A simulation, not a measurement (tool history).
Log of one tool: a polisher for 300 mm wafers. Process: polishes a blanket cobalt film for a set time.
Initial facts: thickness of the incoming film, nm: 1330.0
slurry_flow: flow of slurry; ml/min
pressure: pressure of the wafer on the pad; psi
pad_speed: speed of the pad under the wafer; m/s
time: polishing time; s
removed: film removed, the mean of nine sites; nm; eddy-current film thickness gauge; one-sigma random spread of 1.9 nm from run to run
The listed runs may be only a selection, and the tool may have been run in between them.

run	hour	slurry_flow	pressure	pad_speed	time	removed
1	0	170	1.8	0.9	109	407.46
2	7	165	1.6	0.9	109	360.38
3	13.2	160	1.4	0.9	109	317.49
4	16.2	125	1.4	0.9	109	304.51
# hour 25: slurry nozzle cleaned
5	25	120	1.3	0.9	109	296.36
6	26.3	120	1.2	0.9	109	271.22

The next listed run, before its measurement:
7	34.5	120	1.1	0.9	109	?

{"run 7": {"removed": 254.69}}
